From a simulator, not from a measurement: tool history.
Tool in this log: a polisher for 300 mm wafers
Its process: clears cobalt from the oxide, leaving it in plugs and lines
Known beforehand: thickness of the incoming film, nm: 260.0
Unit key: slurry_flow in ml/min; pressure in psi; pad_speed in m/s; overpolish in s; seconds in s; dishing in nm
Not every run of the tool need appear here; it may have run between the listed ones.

run 1 hour=0 | slurry_flow=175 pressure=2.5 pad_speed=1.14 overpolish=14 | seconds=48.105 dishing=42.39
run 2 hour=6.6 | slurry_flow=155 pressure=2.5 pad_speed=1.14 overpolish=14 | seconds=48.291 dishing=41.106
run 3 hour=10.5 | slurry_flow=155 pressure=2.5 pad_speed=1.14 overpolish=11 | seconds=49.197 dishing=37.842
run 4 hour=13.7 | slurry_flow=115 pressure=2.5 pad_speed=1.14 overpolish=11 | seconds=50.689 dishing=36.771
run 5 hour=15.4 | slurry_flow=115 pressure=2.5 pad_speed=1.02 overpolish=11 | seconds=55.391 dishing=34.587
run 6 hour=19.1 | slurry_flow=115 pressure=2.5 pad_speed=1.24 overpolish=11 | seconds=47.767 dishing=38.971
run 7 hour=26.1 | slurry_flow=115 pressure=2.3 pad_speed=1.22 overpolish=11 | seconds=51.932 dishing=36.82
run 8 hour=30.2 | slurry_flow=115 pressure=2.1 pad_speed=1.2 overpolish=11 | seconds=57.835 dishing=36.219
run 9 hour=32.5 | slurry_flow=115 pressure=1.4 pad_speed=1.16 overpolish=9 | seconds=89.464 dishing=22.197
run 10 hour=38.1 | slurry_flow=115 pressure=1.4 pad_speed=1.16 overpolish=10 | seconds=87.838 dishing=25.415

Run 11 has not been measured yet. What should we expect?
run 11 hour=43.2 | slurry_flow=110 pressure=1.3 pad_speed=1.16 overpolish=14 | seconds=? dishing=?

For run 11 the tool returned seconds 93.081 s, dishing 28.762 nm.

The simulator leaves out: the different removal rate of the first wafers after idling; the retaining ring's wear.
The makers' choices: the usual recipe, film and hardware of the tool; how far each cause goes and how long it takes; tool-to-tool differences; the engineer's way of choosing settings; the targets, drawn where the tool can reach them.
